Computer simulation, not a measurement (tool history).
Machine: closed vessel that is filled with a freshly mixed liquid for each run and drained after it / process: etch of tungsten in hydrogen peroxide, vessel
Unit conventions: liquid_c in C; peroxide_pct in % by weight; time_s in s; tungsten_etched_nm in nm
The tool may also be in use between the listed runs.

{"run": 1, "day": 0.0, "liquid_c": 52.0, "peroxide_pct": 19, "time_s": 95, "tungsten_etched_nm": 181.88}
{"run": 2, "day": 0.254, "liquid_c": 53.0, "peroxide_pct": 19, "time_s": 95, "tungsten_etched_nm": 190.29}
{"run": 3, "day": 0.392, "liquid_c": 54.0, "peroxide_pct": 19, "time_s": 95, "tungsten_etched_nm": 201.73}
{"run": 4, "day": 0.683, "liquid_c": 54.0, "peroxide_pct": 19, "time_s": 100, "tungsten_etched_nm": 215.83}
{"run": 5, "day": 0.758, "liquid_c": 51.5, "peroxide_pct": 19, "time_s": 100, "tungsten_etched_nm": 182.76}
{"run": 6, "day": 0.8, "liquid_c": 51.5, "peroxide_pct": 21, "time_s": 100, "tungsten_etched_nm": 192.12}
{"run": 7, "day": 1.162, "liquid_c": 52.5, "peroxide_pct": 21, "time_s": 100, "tungsten_etched_nm": 208.49}

Forecast run 8:
{"run": 8, "day": 1.317, "liquid_c": 53.0, "peroxide_pct": 21, "time_s": 100, "tungsten_etched_nm": "?"}

tungsten_etched_nm: 212.33 nm
